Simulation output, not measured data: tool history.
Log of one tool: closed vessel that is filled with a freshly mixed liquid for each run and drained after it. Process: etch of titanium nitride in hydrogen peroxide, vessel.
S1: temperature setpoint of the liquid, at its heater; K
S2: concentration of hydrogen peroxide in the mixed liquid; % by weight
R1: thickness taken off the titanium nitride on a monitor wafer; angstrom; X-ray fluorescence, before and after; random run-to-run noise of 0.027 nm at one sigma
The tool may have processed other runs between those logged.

run 1 hour=0 | S1=327.15 S2=20 time_in_the_liquid_(s)=145 | R1=53.044
run 2 hour=5.9 | S1=330.15 S2=20 time_in_the_liquid_(s)=145 | R1=65.549
run 3 hour=12.4 | S1=336.65 S2=20 time_in_the_liquid_(s)=145 | R1=100.32
run 4 hour=17.7 | S1=336.65 S2=20 time_in_the_liquid_(s)=115 | R1=81.355
run 5 hour=23.8 | S1=336.65 S2=16.5 time_in_the_liquid_(s)=115 | R1=76.046
run 6 hour=31.9 | S1=333.65 S2=16.5 time_in_the_liquid_(s)=115 | R1=62.938

Estimate the outcome of run 7 from the log above:
run 7 hour=33.6 | S1=331.15 S2=16.5 time_in_the_liquid_(s)=115 | R1=?

R1: 53.143 angstrom

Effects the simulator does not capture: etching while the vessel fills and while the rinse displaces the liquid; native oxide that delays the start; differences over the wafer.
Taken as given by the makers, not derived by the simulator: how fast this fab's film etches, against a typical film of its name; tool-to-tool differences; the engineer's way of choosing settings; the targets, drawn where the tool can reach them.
